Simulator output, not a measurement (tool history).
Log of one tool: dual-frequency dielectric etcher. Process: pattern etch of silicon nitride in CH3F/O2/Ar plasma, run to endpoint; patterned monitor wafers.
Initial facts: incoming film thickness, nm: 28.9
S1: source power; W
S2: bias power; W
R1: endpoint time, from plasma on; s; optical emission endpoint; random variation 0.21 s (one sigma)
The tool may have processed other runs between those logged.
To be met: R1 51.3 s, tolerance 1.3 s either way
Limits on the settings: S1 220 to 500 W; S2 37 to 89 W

Run 1, day 0: S1 360 W, S2 63 W. Result: R1 45.109 s.
Run 2, day 0.138: S1 330 W, S2 61 W. Result: R1 46.911 s.
Run 3, day 0.488: S1 330 W, S2 65 W. Result: R1 45.774 s.
Run 4, day 0.683: S1 330 W, S2 61 W. Result: R1 46.541 s.
Run 5, day 1: S1 380 W, S2 61 W. Result: R1 44.583 s.
Run 6, day 1.329: S1 380 W, S2 53 W. Result: R1 46.576 s.
Run 7, day 1.4: S1 360 W, S2 51 W. Result: R1 48.008 s.
Run 8, day 1.546: S1 340 W, S2 50 W. Result: R1 49.271 s.
Run 9, day 1.804: S1 330 W, S2 49 W. Result: R1 49.915 s.

Which one of the following 4 next-run settings gets every result inside its allowed miss? There is exactly one.
Run A, day 2.062: S1 370 W, S2 49 W. Result: R1 ?.
Run B, day 2.062: S1 310 W, S2 39 W. Result: R1 ?.
Run C, day 2.062: S1 380 W, S2 50 W. Result: R1 ?.
Run D, day 2.062: S1 280 W, S2 53 W. Result: R1 ?.

move      R1
   A  48.031
   B  54.072
   C  47.345
   D  51.343
A: lands further from the targets than the last run did
B: moves the result that the last run missed by most past its target, out the other side
C: lands further from the targets than the last run did
D: meets every target
D is the move that brings every result within its allowed miss.

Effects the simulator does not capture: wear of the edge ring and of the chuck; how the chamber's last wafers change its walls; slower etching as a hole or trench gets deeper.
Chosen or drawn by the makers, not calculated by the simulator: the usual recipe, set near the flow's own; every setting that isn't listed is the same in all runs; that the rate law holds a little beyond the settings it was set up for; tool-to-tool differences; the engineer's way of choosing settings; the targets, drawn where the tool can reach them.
